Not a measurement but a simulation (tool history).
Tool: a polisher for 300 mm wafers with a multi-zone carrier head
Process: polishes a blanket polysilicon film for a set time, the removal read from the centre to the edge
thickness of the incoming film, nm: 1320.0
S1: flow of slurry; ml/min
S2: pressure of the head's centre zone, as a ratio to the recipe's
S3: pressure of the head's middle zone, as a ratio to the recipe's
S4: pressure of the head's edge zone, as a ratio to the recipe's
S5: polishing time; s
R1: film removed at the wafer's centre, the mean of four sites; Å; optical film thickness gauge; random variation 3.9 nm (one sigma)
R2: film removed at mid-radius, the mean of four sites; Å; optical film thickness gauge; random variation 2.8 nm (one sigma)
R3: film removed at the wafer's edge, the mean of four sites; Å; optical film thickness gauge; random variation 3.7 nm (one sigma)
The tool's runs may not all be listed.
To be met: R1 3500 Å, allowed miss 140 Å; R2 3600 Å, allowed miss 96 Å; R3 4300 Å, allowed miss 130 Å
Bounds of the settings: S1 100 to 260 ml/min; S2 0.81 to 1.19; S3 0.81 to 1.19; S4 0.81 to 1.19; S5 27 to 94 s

run  hour   S1    S2    S3    S4  S5      R1      R2      R3
  1     0  165     1     1     1  60  2395.6  2383.4  2449.1
  2   7.7  165     1     1     1  47  1889.6  1886.4  1964.5
  3  16.4  170  0.97  0.98  1.05  58    2282  2286.7  2451.4
  4  20.3  170  0.97  0.98  0.97  58  2245.3  2252.8  2355.4
  5  28.9  170  0.97  0.98  0.97  72  2845.1  2843.6  2910.5
  6    36  180  0.94  0.96  1.03  76  2955.4    2956  3191.8
     40.4  -- worn pad replaced by a new one
  7  40.4  180  0.92  0.95  1.07  80    3287    3506  3820.7
  8    48  180  0.92  0.93   1.1  80    3406  3429.7  3997.9

5 next moves are on the table. One of them brings every result within its allowed miss. Which?
  A  55.6  215  0.93  0.82  1.19  81   ?   ?   ?
  B  55.6  165  1.01  0.93  1.07  77   ?   ?   ?
  C  55.6  180     1  1.05  0.89  79   ?   ?   ?
  D  55.6  200  0.96  0.92   1.1  79   ?   ?   ?
  E  55.6  150  0.87  0.85  1.09  89   ?   ?   ?

move      R1      R2      R3
   A    3545  3302.5  4144.6
   B    3548  3289.8    3661
   C  3645.8  3680.5  3478.8
   D  3541.6  3425.2    3865
   E  3483.4  3564.2  4238.6
A: further off than the last run
B: further off than the last run
C: further off than the last run
D: further off than the last run
E: meets every target
Move E is the one to make.

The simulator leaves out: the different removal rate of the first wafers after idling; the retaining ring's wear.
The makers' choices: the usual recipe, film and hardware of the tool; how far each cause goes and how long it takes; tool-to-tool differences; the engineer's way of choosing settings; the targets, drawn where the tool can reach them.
